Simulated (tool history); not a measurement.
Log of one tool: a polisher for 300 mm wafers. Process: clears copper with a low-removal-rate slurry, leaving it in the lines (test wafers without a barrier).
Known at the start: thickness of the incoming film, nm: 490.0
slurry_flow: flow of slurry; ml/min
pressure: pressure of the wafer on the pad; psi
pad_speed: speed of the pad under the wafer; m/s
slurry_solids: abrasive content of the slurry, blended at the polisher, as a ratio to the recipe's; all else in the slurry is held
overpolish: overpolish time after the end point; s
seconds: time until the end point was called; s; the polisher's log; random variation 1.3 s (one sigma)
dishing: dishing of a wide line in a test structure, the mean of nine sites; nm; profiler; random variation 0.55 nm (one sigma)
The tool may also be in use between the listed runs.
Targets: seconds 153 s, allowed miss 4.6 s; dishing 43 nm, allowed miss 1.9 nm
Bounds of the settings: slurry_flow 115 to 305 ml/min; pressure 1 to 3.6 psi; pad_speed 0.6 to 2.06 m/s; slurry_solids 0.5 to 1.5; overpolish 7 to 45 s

run,hour,slurry_flow,pressure,pad_speed,slurry_solids,overpolish,seconds,dishing
1,0,195,2.3,1.32,1,23,209.54,36.272
2,1.7,200,2.4,1.32,1,23,208.53,37.567
3,6.8,155,2.4,1.32,1,23,210.75,36.273
4,13.5,130,2.4,1.32,1,23,216.53,35.378
# hour 20.1: worn pad replaced by a new one
5,20.1,130,2.4,1.12,1,23,230.98,34.448
6,21.1,130,2.4,1.12,1,16,229.46,25.028
7,28.5,135,2.5,1.12,1,17,222.3,28.352
8,32.9,140,2.6,1.12,1,17,206.31,28.206
9,38.3,145,2.7,1.12,1,18,201.64,31.257
10,47.3,150,2.8,1.12,1,18,191.73,32.217
11,51.5,155,2.9,1.12,1,18,184.43,33.494
12,55.4,155,3,1.12,1,18,179.88,34.059
13,61.7,155,3.1,1.12,1,18,176.58,34.833
14,67.9,155,3.2,1.12,1,18,171.71,36.509
15,70,160,3.2,1.12,1,18,169.81,36.205
16,76.2,165,3.4,1.12,1,19,158.59,38.826

Which of these 4 next moves meets every target?
A,82.4,160,2.9,1.3,0.9,16,?,?
B,82.4,250,3.1,1.18,0.7,17,?,?
C,82.4,150,3.6,1.12,0.95,15,?,?
D,82.4,140,3.2,1.22,1.15,20,?,?

move,seconds,dishing
A,165.23,33.805
B,169.15,34.965
C,156.23,33.909
D,156.14,42.46
A: further off than the last run
B: further off than the last run
C: further off than the last run
D: meets every target
Answer: D
